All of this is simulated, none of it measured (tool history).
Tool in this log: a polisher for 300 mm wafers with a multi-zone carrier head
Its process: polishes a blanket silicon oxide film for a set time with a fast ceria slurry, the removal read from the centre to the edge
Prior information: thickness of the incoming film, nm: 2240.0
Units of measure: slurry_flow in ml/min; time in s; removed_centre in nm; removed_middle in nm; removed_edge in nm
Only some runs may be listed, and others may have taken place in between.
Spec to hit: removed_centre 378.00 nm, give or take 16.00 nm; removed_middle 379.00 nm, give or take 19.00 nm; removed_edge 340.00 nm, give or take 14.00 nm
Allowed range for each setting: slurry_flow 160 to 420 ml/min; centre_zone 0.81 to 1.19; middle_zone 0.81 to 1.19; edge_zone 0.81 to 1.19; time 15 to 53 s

run 1 hour=0.0 | slurry_flow=270 centre_zone=1.00 middle_zone=1.00 edge_zone=1.00 time=34 | removed_centre=399.33 removed_middle=408.43 removed_edge=402.56
run 2 hour=0.7 | slurry_flow=240 centre_zone=1.00 middle_zone=1.00 edge_zone=1.00 time=34 | removed_centre=389.49 removed_middle=397.24 removed_edge=401.89
run 3 hour=8.8 | slurry_flow=250 centre_zone=1.01 middle_zone=1.01 edge_zone=0.97 time=33 | removed_centre=382.87 removed_middle=388.59 removed_edge=382.01
run 4 hour=9.9 | slurry_flow=185 centre_zone=1.01 middle_zone=1.01 edge_zone=0.97 time=33 | removed_centre=373.20 removed_middle=382.35 removed_edge=372.55
run 5 hour=16.8 | slurry_flow=185 centre_zone=0.97 middle_zone=1.01 edge_zone=0.97 time=33 | removed_centre=359.90 removed_middle=389.34 removed_edge=380.91
run 6 hour=19.0 | slurry_flow=185 centre_zone=0.99 middle_zone=1.02 edge_zone=0.95 time=33 | removed_centre=360.16 removed_middle=391.53 removed_edge=373.48
run 7 hour=20.9 | slurry_flow=185 centre_zone=1.01 middle_zone=1.02 edge_zone=0.93 time=33 | removed_centre=367.91 removed_middle=395.26 removed_edge=375.35
run 8 hour=22.1 | slurry_flow=185 centre_zone=1.04 middle_zone=1.03 edge_zone=0.92 time=32 | removed_centre=371.91 removed_middle=381.69 removed_edge=356.63
run 9 hour=25.0 | slurry_flow=185 centre_zone=1.05 middle_zone=1.04 edge_zone=0.91 time=32 | removed_centre=377.29 removed_middle=373.79 removed_edge=352.13

Next run, 5 choices. One meets every target within its allowed miss, the rest don't. Which?
run A hour=27.9 | slurry_flow=225 centre_zone=1.01 middle_zone=0.91 edge_zone=0.96 time=32 | removed_centre=? removed_middle=? removed_edge=?
run B hour=27.9 | slurry_flow=220 centre_zone=1.05 middle_zone=0.96 edge_zone=0.95 time=32 | removed_centre=? removed_middle=? removed_edge=?
run C hour=27.9 | slurry_flow=170 centre_zone=1.06 middle_zone=0.99 edge_zone=0.95 time=33 | removed_centre=? removed_middle=? removed_edge=?
run D hour=27.9 | slurry_flow=225 centre_zone=1.02 middle_zone=0.94 edge_zone=1.00 time=33 | removed_centre=? removed_middle=? removed_edge=?
run E hour=27.9 | slurry_flow=170 centre_zone=1.08 middle_zone=1.07 edge_zone=0.86 time=32 | removed_centre=? removed_middle=? removed_edge=?

move=A removed_centre=363.30 removed_middle=352.19 removed_edge=360.69
move=B removed_centre=377.13 removed_middle=364.33 removed_edge=358.22
move=C removed_centre=383.23 removed_middle=375.36 removed_edge=363.31
move=D removed_centre=378.45 removed_middle=371.13 removed_edge=379.18
move=E removed_centre=378.85 removed_middle=384.12 removed_edge=336.25
A: its largest miss is bigger than the last run's
B: its largest miss is bigger than the last run's
C: its largest miss is bigger than the last run's
D: its largest miss is bigger than the last run's
E: hits every target within its allowed miss
The right move is E.
